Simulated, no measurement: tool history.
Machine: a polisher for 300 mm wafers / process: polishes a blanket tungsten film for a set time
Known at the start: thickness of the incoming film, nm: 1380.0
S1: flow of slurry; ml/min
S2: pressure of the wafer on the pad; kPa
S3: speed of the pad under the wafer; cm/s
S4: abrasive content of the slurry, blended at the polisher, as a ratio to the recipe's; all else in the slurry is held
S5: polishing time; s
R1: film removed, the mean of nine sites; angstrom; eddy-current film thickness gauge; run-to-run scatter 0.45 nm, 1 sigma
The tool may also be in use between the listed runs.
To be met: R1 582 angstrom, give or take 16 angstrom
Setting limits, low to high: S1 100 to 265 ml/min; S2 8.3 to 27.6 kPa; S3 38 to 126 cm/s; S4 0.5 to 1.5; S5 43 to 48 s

{"run": 1, "hour": 0.0, "S1": 170, "S2": 17.9, "S3": 82, "S4": 1, "S5": 48, "R1": 1044}
{"run": 2, "hour": 9.0, "S1": 165, "S2": 16.5, "S3": 82, "S4": 1, "S5": 48, "R1": 961.18}
{"run": 3, "hour": 12.7, "S1": 165, "S2": 16.5, "S3": 82, "S4": 1, "S5": 48, "R1": 955.28}
{"run": 4, "hour": 19.3, "S1": 165, "S2": 17.9, "S3": 82, "S4": 1, "S5": 48, "R1": 1039.4}
{"run": 5, "hour": 21.3, "S1": 165, "S2": 16.5, "S3": 82, "S4": 1, "S5": 48, "R1": 959.48}
{"run": 6, "hour": 29.5, "S1": 165, "S2": 14.5, "S3": 82, "S4": 1, "S5": 48, "R1": 846.41}
{"run": 7, "hour": 36.6, "S1": 165, "S2": 13.8, "S3": 82, "S4": 1, "S5": 48, "R1": 788.84}
{"run": 8, "hour": 41.3, "S1": 140, "S2": 9, "S3": 82, "S4": 1, "S5": 48, "R1": 517.44}

Consider the 4 candidate settings below. Which is the only one whose results all fall within their allowed miss of target?
{"run": "A", "hour": 46.0, "S1": 145, "S2": 10.3, "S3": 78, "S4": 0.9, "S5": 48, "R1": "?"}
{"run": "B", "hour": 46.0, "S1": 150, "S2": 9, "S3": 100, "S4": 1.05, "S5": 44, "R1": "?"}
{"run": "C", "hour": 46.0, "S1": 110, "S2": 9.7, "S3": 90, "S4": 1.4, "S5": 46, "R1": "?"}
{"run": "D", "hour": 46.0, "S1": 160, "S2": 8.3, "S3": 86, "S4": 0.95, "S5": 43, "R1": "?"}

move=A R1=549.09
move=B R1=585.19
move=C R1=608.22
move=D R1=451.3
A: closes in on the targets versus the last run, not all within tolerance yet
B: meets every target
C: the result that was furthest off in the last run now lies on the other side of its target
D: further off than the last run
The right move is B.

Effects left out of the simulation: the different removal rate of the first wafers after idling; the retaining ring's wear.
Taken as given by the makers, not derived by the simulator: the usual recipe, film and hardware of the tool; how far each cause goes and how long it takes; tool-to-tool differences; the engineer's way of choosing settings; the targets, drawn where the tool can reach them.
